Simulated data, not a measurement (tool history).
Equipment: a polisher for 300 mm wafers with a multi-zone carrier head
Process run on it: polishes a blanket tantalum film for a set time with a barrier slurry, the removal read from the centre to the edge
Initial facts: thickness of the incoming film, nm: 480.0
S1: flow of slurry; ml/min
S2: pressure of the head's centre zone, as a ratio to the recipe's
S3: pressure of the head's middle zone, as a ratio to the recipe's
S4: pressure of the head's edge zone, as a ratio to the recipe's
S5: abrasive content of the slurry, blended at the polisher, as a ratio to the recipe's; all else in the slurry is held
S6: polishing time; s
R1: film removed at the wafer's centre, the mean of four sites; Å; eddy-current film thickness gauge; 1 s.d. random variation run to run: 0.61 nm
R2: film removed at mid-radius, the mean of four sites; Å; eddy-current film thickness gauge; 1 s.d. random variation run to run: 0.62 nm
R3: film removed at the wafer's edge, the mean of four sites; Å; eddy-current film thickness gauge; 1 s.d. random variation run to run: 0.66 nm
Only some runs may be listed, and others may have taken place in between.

Run 1, day 0.000: S1 145 ml/min, S2 1.00, S3 1.00, S4 1.00, S5 1.00, S6 59 s. Result: R1 1005.80 Å, R2 979.97 Å, R3 1009.90 Å.
Run 2, day 0.200: S1 140 ml/min, S2 0.98, S3 1.00, S4 0.96, S5 0.85, S6 55 s. Result: R1 873.56 Å, R2 874.05 Å, R3 864.04 Å.
Run 3, day 0.246: S1 135 ml/min, S2 0.95, S3 0.98, S4 0.93, S5 0.75, S6 53 s. Result: R1 770.37 Å, R2 790.08 Å, R3 809.62 Å.
Run 4, day 0.588: S1 135 ml/min, S2 0.95, S3 0.99, S4 0.91, S5 0.70, S6 51 s. Result: R1 726.90 Å, R2 765.75 Å, R3 760.88 Å.
Run 5, day 0.762: S1 130 ml/min, S2 0.95, S3 0.99, S4 0.89, S5 0.65, S6 49 s. Result: R1 680.56 Å, R2 717.01 Å, R3 697.18 Å.
Run 6, day 0.796: S1 130 ml/min, S2 0.98, S3 0.99, S4 0.89, S5 0.65, S6 49 s. Result: R1 708.55 Å, R2 711.78 Å, R3 700.46 Å.

Run 7 is up next; what results do you expect?
Run 7, day 1.096: S1 120 ml/min, S2 0.97, S3 0.99, S4 0.87, S5 0.60, S6 49 s. Result: R1 ?, R2 ?, R3 ?.

Run 7 yielded R1 667.05 Å, R2 682.48 Å, R3 656.63 Å.

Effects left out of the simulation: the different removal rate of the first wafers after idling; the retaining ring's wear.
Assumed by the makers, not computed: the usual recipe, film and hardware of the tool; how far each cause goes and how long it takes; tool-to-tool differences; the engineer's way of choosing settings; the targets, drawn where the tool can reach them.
